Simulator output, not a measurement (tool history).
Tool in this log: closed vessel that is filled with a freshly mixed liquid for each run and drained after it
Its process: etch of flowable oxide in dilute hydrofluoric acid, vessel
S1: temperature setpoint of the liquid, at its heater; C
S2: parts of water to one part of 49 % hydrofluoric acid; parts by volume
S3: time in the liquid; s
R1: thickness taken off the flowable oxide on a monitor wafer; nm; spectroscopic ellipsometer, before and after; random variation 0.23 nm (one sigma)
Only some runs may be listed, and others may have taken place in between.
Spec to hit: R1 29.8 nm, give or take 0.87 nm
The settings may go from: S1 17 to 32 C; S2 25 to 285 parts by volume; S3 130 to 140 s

run,hour,S1,S2,S3,R1
1,0,24,155,130,15.266
2,1.2,24,155,130,15.137
3,8.1,24,155,130,15.28
4,15.6,24,155,140,16.589
5,17,26.5,140,140,20.55
6,24.1,28,130,140,23.706
7,27.5,29,125,140,25.344
8,28.2,30,120,140,27.807
9,36.2,30.5,120,140,28.398
10,39.3,31,120,140,28.444

Exactly one of the 5 candidate moves below puts every result within its allowed miss. Which one?
A,42.4,31.5,120,130,?
B,42.4,29.5,105,130,?
C,42.4,31,120,130,?
D,42.4,29.5,125,140,?
E,42.4,32,130,140,?

move,R1
A,27.247
B,29.537
C,26.755
D,26.001
E,27.191
A: misses by more than the last run did
B: every result lands within tolerance
C: misses by more than the last run did
D: misses by more than the last run did
E: misses by more than the last run did
Go with B: it meets all targets.

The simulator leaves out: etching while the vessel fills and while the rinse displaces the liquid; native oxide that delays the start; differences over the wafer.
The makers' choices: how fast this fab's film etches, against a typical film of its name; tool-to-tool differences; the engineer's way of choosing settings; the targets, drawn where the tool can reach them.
